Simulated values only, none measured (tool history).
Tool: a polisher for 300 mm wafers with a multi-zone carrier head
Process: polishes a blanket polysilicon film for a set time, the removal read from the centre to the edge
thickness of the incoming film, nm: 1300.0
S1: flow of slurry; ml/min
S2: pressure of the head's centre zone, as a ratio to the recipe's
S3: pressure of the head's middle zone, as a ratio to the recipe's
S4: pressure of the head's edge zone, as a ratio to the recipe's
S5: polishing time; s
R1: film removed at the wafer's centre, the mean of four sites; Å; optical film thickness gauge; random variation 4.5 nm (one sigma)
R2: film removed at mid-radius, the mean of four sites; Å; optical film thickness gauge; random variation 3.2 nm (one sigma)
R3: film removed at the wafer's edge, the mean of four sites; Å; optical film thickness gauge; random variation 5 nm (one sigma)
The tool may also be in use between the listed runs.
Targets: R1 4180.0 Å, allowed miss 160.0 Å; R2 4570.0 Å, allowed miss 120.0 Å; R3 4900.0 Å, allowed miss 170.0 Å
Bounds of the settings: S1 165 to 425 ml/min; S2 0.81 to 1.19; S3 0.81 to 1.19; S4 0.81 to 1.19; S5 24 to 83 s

| run | hour | S1 | S2 | S3 | S4 | S5 | R1 | R2 | R3 |
|---|---|---|---|---|---|---|---|---|---|
| 1 | 0.0 | 275 | 1.00 | 1.00 | 1.00 | 53 | 3350.0 | 3372.1 | 3402.8 |
| 2 | 2.0 | 275 | 0.98 | 1.01 | 1.05 | 57 | 3477.0 | 3651.6 | 3774.5 |
| 3 | 9.9 | 275 | 0.98 | 1.01 | 1.05 | 47 | 2892.1 | 3010.5 | 3127.3 |
| 4 | 16.5 | 280 | 0.98 | 1.02 | 1.09 | 53 | 3241.4 | 3393.2 | 3606.6 |
| 5 | 17.3 | 290 | 0.98 | 1.04 | 1.12 | 57 | 3524.8 | 3733.9 | 3947.1 |
| 6 | 23.8 | 290 | 1.02 | 1.04 | 1.12 | 57 | 3617.8 | 3746.2 | 3947.6 |
| 7 | 30.4 | 295 | 1.01 | 1.05 | 1.14 | 60 | 3840.5 | 4073.0 | 4224.2 |
| 8 | 36.8 | 300 | 1.00 | 1.05 | 1.15 | 62 | 3870.8 | 4083.3 | 4414.0 |
| 9 | 39.5 | 305 | 1.00 | 1.06 | 1.16 | 63 | 3943.1 | 4216.3 | 4508.6 |

Which of these 5 next moves meets every target?
| A | 42.2 | 285 | 1.02 | 1.05 | 1.13 | 65 | ? | ? | ? |
| B | 42.2 | 300 | 1.16 | 1.09 | 1.12 | 63 | ? | ? | ? |
| C | 42.2 | 340 | 0.95 | 1.03 | 1.14 | 69 | ? | ? | ? |
| D | 42.2 | 305 | 0.81 | 1.01 | 1.19 | 74 | ? | ? | ? |
| E | 42.2 | 310 | 0.98 | 1.00 | 1.19 | 67 | ? | ? | ? |

| move | R1 | R2 | R3 |
|---|---|---|---|
| A | 4175.4 | 4306.8 | 4583.9 |
| B | 4636.4 | 4330.7 | 4439.3 |
| C | 4207.7 | 4581.0 | 4957.3 |
| D | 3797.0 | 4784.1 | 5393.7 |
| E | 4173.6 | 4298.7 | 4890.4 |
A: nearer than the last run, and not there yet
B: as far off as the last run
C: meets every target
D: takes the result that was furthest off past its target
E: nearer than the last run, and not there yet
The right move is C.

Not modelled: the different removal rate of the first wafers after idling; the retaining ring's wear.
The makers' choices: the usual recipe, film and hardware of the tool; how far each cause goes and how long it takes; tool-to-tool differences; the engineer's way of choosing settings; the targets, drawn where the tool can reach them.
